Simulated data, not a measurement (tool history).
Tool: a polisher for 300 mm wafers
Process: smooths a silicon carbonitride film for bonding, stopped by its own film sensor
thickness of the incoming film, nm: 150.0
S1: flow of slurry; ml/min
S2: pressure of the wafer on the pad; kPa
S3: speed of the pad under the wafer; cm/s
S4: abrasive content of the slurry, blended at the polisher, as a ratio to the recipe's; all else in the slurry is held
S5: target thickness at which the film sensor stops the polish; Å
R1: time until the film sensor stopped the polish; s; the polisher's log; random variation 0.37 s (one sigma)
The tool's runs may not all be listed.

run 1 hour=0.0 | S1=275 S2=17.2 S3=88 S4=1.0 S5=1370 | R1=47.549
run 2 hour=1.3 | S1=275 S2=18.6 S3=90 S4=1.0 S5=1370 | R1=43.480
run 3 hour=8.4 | S1=275 S2=19.3 S3=92 S4=1.0 S5=1370 | R1=42.526
run 4 hour=14.1 | S1=235 S2=19.3 S3=92 S4=1.0 S5=1370 | R1=43.068
run 5 hour=20.6 | S1=275 S2=19.3 S3=92 S4=1.0 S5=1370 | R1=42.527
run 6 hour=22.3 | S1=275 S2=20.0 S3=96 S4=1.0 S5=1370 | R1=39.605
run 7 hour=28.5 | S1=275 S2=20.7 S3=98 S4=1.0 S5=1370 | R1=37.487
run 8 hour=37.4 | S1=275 S2=21.4 S3=100 S4=1.0 S5=1370 | R1=36.604
run 9 hour=38.5 | S1=275 S2=22.1 S3=102 S4=1.0 S5=1370 | R1=33.893
run 10 hour=47.5 | S1=275 S2=22.8 S3=104 S4=1.0 S5=1370 | R1=31.306

The next listed run, before its measurement:
run 11 hour=56.0 | S1=275 S2=23.4 S3=104 S4=1.0 S5=1370 | R1=?

{"run 11": {"R1": 30.692}}
